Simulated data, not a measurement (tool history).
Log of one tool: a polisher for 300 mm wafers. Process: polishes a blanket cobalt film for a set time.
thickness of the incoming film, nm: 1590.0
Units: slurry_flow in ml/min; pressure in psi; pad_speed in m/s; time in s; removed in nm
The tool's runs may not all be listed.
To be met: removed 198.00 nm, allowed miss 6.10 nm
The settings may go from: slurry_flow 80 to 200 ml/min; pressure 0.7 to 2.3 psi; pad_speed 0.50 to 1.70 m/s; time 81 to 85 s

{"run": 1, "hour": 0.0, "slurry_flow": 130, "pressure": 1.5, "pad_speed": 1.1, "time": 81, "removed": 357.44}
{"run": 2, "hour": 6.1, "slurry_flow": 130, "pressure": 1.4, "pad_speed": 1.1, "time": 81, "removed": 334.42}
{"run": 3, "hour": 11.4, "slurry_flow": 130, "pressure": 1.3, "pad_speed": 1.1, "time": 81, "removed": 313.9}
{"run": 4, "hour": 12.4, "slurry_flow": 130, "pressure": 1.3, "pad_speed": 1.0, "time": 81, "removed": 285.84}
{"run": 5, "hour": 17.2, "slurry_flow": 130, "pressure": 1.2, "pad_speed": 1.0, "time": 81, "removed": 261.19}
{"run": 6, "hour": 17.7, "slurry_flow": 120, "pressure": 1.0, "pad_speed": 1.0, "time": 81, "removed": 216.33}
{"run": 7, "hour": 18.3, "slurry_flow": 115, "pressure": 1.0, "pad_speed": 1.0, "time": 81, "removed": 215.13}
{"run": 8, "hour": 24.3, "slurry_flow": 110, "pressure": 1.0, "pad_speed": 1.0, "time": 81, "removed": 212.73}
{"run": 9, "hour": 31.7, "slurry_flow": 100, "pressure": 1.0, "pad_speed": 1.0, "time": 81, "removed": 208.44}
{"run": 10, "hour": 32.9, "slurry_flow": 90, "pressure": 1.0, "pad_speed": 1.0, "time": 81, "removed": 203.5}

4 next moves are on the table. One of them brings every result within its allowed miss. Which?
{"run": "A", "hour": 34.1, "slurry_flow": 90, "pressure": 1.0, "pad_speed": 0.94, "time": 82, "removed": "?"}
{"run": "B", "hour": 34.1, "slurry_flow": 85, "pressure": 1.1, "pad_speed": 0.92, "time": 85, "removed": "?"}
{"run": "C", "hour": 34.1, "slurry_flow": 80, "pressure": 1.2, "pad_speed": 0.9, "time": 81, "removed": "?"}
{"run": "D", "hour": 34.1, "slurry_flow": 80, "pressure": 1.0, "pad_speed": 1.04, "time": 82, "removed": "?"}

move=A removed=195.03
move=B removed=214.56
move=C removed=215.05
move=D removed=210.17
A: meets every target
B: further off than the last run
C: further off than the last run
D: further off than the last run
Move A is the one to make.
